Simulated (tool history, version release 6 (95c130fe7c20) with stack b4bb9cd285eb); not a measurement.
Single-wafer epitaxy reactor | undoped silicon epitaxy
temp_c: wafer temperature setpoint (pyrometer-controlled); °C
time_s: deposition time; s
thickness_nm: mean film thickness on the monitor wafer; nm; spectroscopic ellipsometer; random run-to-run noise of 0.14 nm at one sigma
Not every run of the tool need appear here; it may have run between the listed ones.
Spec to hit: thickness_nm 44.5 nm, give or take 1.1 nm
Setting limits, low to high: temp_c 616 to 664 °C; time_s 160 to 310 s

{"run": 1, "hour": 0.0, "temp_c": 640, "time_s": 235, "thickness_nm": 31.133}
{"run": 2, "hour": 4.9, "temp_c": 645, "time_s": 236, "thickness_nm": 34.792}
{"run": 3, "hour": 7.8, "temp_c": 649, "time_s": 236, "thickness_nm": 37.9}
{"run": 4, "hour": 14.9, "temp_c": 654, "time_s": 236, "thickness_nm": 41.996}
{"run": 5, "hour": 19.0, "temp_c": 655, "time_s": 236, "thickness_nm": 42.582}
{"run": 6, "hour": 24.6, "temp_c": 644, "time_s": 236, "thickness_nm": 34.253}
{"run": 7, "hour": 32.7, "temp_c": 648, "time_s": 237, "thickness_nm": 37.163}
{"run": 8, "hour": 38.7, "temp_c": 651, "time_s": 237, "thickness_nm": 39.514}

Next run, 4 choices. One meets every target within its allowed miss, the rest don't. Which?
{"run": "A", "hour": 44.7, "temp_c": 650, "time_s": 272, "thickness_nm": "?"}
{"run": "B", "hour": 44.7, "temp_c": 658, "time_s": 175, "thickness_nm": "?"}
{"run": "C", "hour": 44.7, "temp_c": 657, "time_s": 219, "thickness_nm": "?"}
{"run": "D", "hour": 44.7, "temp_c": 653, "time_s": 199, "thickness_nm": "?"}

move=A thickness_nm=44.31
move=B thickness_nm=33.474
move=C thickness_nm=41.063
move=D thickness_nm=34.44
A: all results in spec
B: misses by more than the last run did
C: closer than the last run, but not yet in spec
D: misses by more than the last run did
A is the move that brings every result within its allowed miss.
